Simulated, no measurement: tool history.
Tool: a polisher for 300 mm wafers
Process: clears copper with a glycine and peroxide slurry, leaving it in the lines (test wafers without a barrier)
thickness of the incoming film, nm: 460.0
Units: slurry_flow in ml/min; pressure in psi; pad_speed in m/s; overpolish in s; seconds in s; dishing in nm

Run 1, hour 0: slurry_flow 255 ml/min, pressure 1.7 psi, pad_speed 0.84 m/s, overpolish 9 s. Result: seconds 108.76 s, dishing 23.25 nm.
Run 2, hour 6.1: slurry_flow 250 ml/min, pressure 1.7 psi, pad_speed 0.84 m/s, overpolish 10 s. Result: seconds 110.8 s, dishing 26.161 nm.
Run 3, hour 9.5: slurry_flow 285 ml/min, pressure 1.7 psi, pad_speed 0.84 m/s, overpolish 10 s. Result: seconds 107.95 s, dishing 26.493 nm.
Run 4, hour 17.5: slurry_flow 275 ml/min, pressure 1.7 psi, pad_speed 0.84 m/s, overpolish 10 s. Result: seconds 109.57 s, dishing 26.511 nm.
Run 5, hour 20.5: slurry_flow 320 ml/min, pressure 1.7 psi, pad_speed 0.84 m/s, overpolish 10 s. Result: seconds 105.29 s, dishing 26.588 nm.
Run 6, hour 23.9: slurry_flow 300 ml/min, pressure 1.7 psi, pad_speed 0.84 m/s, overpolish 10 s. Result: seconds 106.07 s, dishing 26.873 nm.
Run 7, hour 28.5: slurry_flow 300 ml/min, pressure 1.7 psi, pad_speed 0.84 m/s, overpolish 10 s. Result: seconds 105.89 s, dishing 26.18 nm.
Run 8, hour 36.4: slurry_flow 275 ml/min, pressure 1.7 psi, pad_speed 0.84 m/s, overpolish 10 s. Result: seconds 110.37 s, dishing 26.236 nm.
Run 9, hour 39.7: slurry_flow 205 ml/min, pressure 1.8 psi, pad_speed 0.84 m/s, overpolish 11 s. Result: seconds 106.38 s, dishing 28.576 nm.

Forecast run 10:
Run 10, hour 42: slurry_flow 200 ml/min, pressure 1.7 psi, pad_speed 0.84 m/s, overpolish 11 s. Result: seconds ?, dishing ?.

{"run 10": {"seconds": 115.01, "dishing": 27.606}}

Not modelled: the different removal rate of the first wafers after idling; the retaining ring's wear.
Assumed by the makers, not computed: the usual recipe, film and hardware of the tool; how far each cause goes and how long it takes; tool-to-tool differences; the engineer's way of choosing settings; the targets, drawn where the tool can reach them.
